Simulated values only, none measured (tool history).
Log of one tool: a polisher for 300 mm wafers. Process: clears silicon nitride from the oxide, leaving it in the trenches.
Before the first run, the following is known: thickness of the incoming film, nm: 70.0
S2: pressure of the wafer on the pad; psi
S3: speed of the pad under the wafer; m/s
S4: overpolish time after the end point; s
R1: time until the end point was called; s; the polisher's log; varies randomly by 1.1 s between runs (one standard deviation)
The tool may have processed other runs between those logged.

{"run": 1, "hour": 0.0, "flow of slurry (ml/min)": 170, "S2": 2.4, "S3": 1.16, "S4": 35, "R1": 74.825}
{"run": 2, "hour": 3.5, "flow of slurry (ml/min)": 170, "S2": 2.4, "S3": 1.16, "S4": 38, "R1": 74.908}
{"run": 3, "hour": 11.9, "flow of slurry (ml/min)": 200, "S2": 2.4, "S3": 1.16, "S4": 38, "R1": 72.641}
{"run": 4, "hour": 19.9, "flow of slurry (ml/min)": 195, "S2": 2.2, "S3": 1.16, "S4": 38, "R1": 79.661}
{"run": 5, "hour": 27.2, "flow of slurry (ml/min)": 195, "S2": 2.2, "S3": 1.16, "S4": 35, "R1": 78.611}
{"run": 6, "hour": 31.1, "flow of slurry (ml/min)": 185, "S2": 2.0, "S3": 1.16, "S4": 35, "R1": 87.548}
{"run": 7, "hour": 35.2, "flow of slurry (ml/min)": 180, "S2": 1.9, "S3": 1.16, "S4": 35, "R1": 93.678}
{"run": 8, "hour": 37.2, "flow of slurry (ml/min)": 170, "S2": 1.9, "S3": 1.16, "S4": 35, "R1": 95.207}
{"hour": 42.2, "done": "slurry nozzle cleaned"}
{"run": 9, "hour": 42.2, "flow of slurry (ml/min)": 165, "S2": 1.9, "S3": 1.16, "S4": 35, "R1": 85.814}
{"run": 10, "hour": 50.6, "flow of slurry (ml/min)": 215, "S2": 1.7, "S3": 1.16, "S4": 35, "R1": 93.15}
{"run": 11, "hour": 52.0, "flow of slurry (ml/min)": 205, "S2": 1.7, "S3": 1.16, "S4": 35, "R1": 93.361}

The next listed run, before its measurement:
{"run": 12, "hour": 52.7, "flow of slurry (ml/min)": 195, "S2": 1.7, "S3": 1.16, "S4": 35, "R1": "?"}

R1: 94.383 s

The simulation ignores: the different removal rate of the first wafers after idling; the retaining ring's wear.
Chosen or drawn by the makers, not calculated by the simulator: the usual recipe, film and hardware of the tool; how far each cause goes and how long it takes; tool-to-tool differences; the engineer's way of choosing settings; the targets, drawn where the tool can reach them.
